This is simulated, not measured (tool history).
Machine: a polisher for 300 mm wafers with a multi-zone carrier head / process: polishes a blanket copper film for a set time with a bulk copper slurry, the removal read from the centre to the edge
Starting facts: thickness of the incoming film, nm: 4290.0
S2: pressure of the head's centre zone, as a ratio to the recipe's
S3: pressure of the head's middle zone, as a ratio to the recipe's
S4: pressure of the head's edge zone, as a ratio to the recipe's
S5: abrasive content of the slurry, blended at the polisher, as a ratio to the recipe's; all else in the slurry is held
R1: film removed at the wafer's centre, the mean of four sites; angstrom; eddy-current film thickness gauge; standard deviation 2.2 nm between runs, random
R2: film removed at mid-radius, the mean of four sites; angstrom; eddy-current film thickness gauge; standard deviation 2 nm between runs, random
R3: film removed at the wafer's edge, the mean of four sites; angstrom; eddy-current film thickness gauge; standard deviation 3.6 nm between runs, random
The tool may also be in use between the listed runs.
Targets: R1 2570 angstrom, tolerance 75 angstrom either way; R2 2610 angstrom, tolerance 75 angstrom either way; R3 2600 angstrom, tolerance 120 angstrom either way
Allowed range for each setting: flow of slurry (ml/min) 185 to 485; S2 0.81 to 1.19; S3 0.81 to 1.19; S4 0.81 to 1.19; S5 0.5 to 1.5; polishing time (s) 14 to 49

Run 1, day 0: flow of slurry (ml/min) 310, S2 1, S3 1, S4 1, S5 1, polishing time (s) 31. Result: R1 3537.5 angstrom, R2 3442 angstrom, R3 3396.3 angstrom.
Run 2, day 0.3: flow of slurry (ml/min) 310, S2 1, S3 1, S4 1, S5 0.9, polishing time (s) 31. Result: R1 3440.3 angstrom, R2 3432.1 angstrom, R3 3486.2 angstrom.
Run 3, day 0.483: flow of slurry (ml/min) 310, S2 1, S3 1, S4 1.07, S5 0.9, polishing time (s) 31. Result: R1 3415.4 angstrom, R2 3356.8 angstrom, R3 3522.6 angstrom.
Run 4, day 0.533: flow of slurry (ml/min) 310, S2 1, S3 1, S4 1.12, S5 0.9, polishing time (s) 31. Result: R1 3451.1 angstrom, R2 3375.7 angstrom, R3 3614.9 angstrom.
Run 5, day 0.804: flow of slurry (ml/min) 310, S2 1, S3 1, S4 1.16, S5 0.9, polishing time (s) 31. Result: R1 3439.1 angstrom, R2 3347.9 angstrom, R3 3674.9 angstrom.
Run 6, day 0.971: flow of slurry (ml/min) 315, S2 1, S3 1, S4 1.12, S5 0.85, polishing time (s) 30. Result: R1 3331.4 angstrom, R2 3266.5 angstrom, R3 3426.4 angstrom.
Run 7, day 1.217: flow of slurry (ml/min) 325, S2 0.99, S3 0.98, S4 1.1, S5 0.8, polishing time (s) 29. Result: R1 3186.9 angstrom, R2 3022.8 angstrom, R3 3287.3 angstrom.
Run 8, day 1.367: flow of slurry (ml/min) 330, S2 0.98, S3 0.98, S4 1.07, S5 0.75, polishing time (s) 29. Result: R1 3117.2 angstrom, R2 2998.9 angstrom, R3 3161.7 angstrom.
At day 1.446: slurry nozzle cleaned.
Run 9, day 1.446: flow of slurry (ml/min) 335, S2 0.96, S3 0.97, S4 1.04, S5 0.7, polishing time (s) 29. Result: R1 3084.5 angstrom, R2 3040.2 angstrom, R3 3136 angstrom.
Run 10, day 1.767: flow of slurry (ml/min) 295, S2 0.92, S3 0.93, S4 0.95, S5 0.5, polishing time (s) 24. Result: R1 2282.4 angstrom, R2 2309.3 angstrom, R3 2436.5 angstrom.

Next run, 4 choices. One meets every target within its allowed miss, the rest don't. Which?
Run A, day 2.088: flow of slurry (ml/min) 305, S2 1.01, S3 1.04, S4 0.85, S5 0.6, polishing time (s) 24. Result: R1 ?, R2 ?, R3 ?.
Run B, day 2.088: flow of slurry (ml/min) 390, S2 1.04, S3 1.13, S4 0.81, S5 0.6, polishing time (s) 24. Result: R1 ?, R2 ?, R3 ?.
Run C, day 2.088: flow of slurry (ml/min) 380, S2 1.07, S3 1.07, S4 0.83, S5 0.6, polishing time (s) 23. Result: R1 ?, R2 ?, R3 ?.
Run D, day 2.088: flow of slurry (ml/min) 305, S2 0.94, S3 0.97, S4 0.92, S5 0.55, polishing time (s) 26. Result: R1 ?, R2 ?, R3 ?.

move      R1      R2      R3
   A  2591.7  2582.1  2373.4
   B  2726.4    2821  2354.3
   C  2682.2  2576.6    2279
   D  2572.8  2602.6  2629.6
A: puts the biggest miss on target and leaves a different result outside tolerance
B: takes the biggest miss from the last run beyond its target
C: puts the biggest miss on target and leaves a different result outside tolerance
D: in spec on every target
So the answer is move D, the one that meets all the targets.

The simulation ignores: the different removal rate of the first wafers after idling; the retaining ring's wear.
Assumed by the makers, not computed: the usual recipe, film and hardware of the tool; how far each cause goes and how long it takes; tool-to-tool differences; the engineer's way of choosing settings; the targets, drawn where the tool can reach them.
